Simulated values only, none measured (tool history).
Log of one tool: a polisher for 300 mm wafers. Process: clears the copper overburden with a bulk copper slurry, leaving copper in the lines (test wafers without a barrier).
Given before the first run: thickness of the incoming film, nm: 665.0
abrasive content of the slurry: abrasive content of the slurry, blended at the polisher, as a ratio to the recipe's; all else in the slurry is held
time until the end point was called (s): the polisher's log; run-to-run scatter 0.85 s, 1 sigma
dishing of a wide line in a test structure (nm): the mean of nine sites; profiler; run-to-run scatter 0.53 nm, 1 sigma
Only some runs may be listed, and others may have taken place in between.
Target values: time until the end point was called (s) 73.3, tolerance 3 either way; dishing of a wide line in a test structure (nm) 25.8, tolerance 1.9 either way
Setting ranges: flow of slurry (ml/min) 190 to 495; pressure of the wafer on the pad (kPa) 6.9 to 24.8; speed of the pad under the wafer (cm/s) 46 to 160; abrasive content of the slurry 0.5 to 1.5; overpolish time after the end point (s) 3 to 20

run,day,flow of slurry (ml/min),pressure of the wafer on the pad (kPa),speed of the pad under the wafer (cm/s),abrasive content of the slurry,overpolish time after the end point (s),time until the end point was called (s),dishing of a wide line in a test structure (nm)
1,0,320,15.9,102,1,10,74.081,37.463
2,0.025,265,15.9,102,1,10,74.535,38.212
3,0.171,320,15.9,104,1,8,72.183,34.35
4,0.296,320,15.9,118,1,8,64.292,36.412
5,0.542,320,18.6,118,1,8,53.92,39.4
6,0.65,320,20,118,1,8,50.546,42.308
7,0.817,320,15.9,118,1,3,63.116,19.909
8,1.012,320,14.5,108,1,8,75.424,33.139
9,1.038,315,14.5,108,1,7,75.97,30.104
10,1.238,315,14.5,108,1,6,76.332,29.32

Exactly one of the 5 candidate moves below puts every result within its allowed miss. Which one?
A,1.438,390,15.2,102,0.9,8,?,?
B,1.438,290,13.1,106,1.1,9,?,?
C,1.438,310,15.2,112,1,7,?,?
D,1.438,295,14.5,94,1,7,?,?
E,1.438,300,12.4,126,1.15,5,?,?

move,time until the end point was called (s),dishing of a wide line in a test structure (nm)
A,76.371,33.252
B,81.826,33.697
C,68.778,32.741
D,85.604,28.75
E,71.767,25.715
A: further off than the last run
B: further off than the last run
C: further off than the last run
D: further off than the last run
E: every result within its allowed miss
Correct choice: E, which meets every target
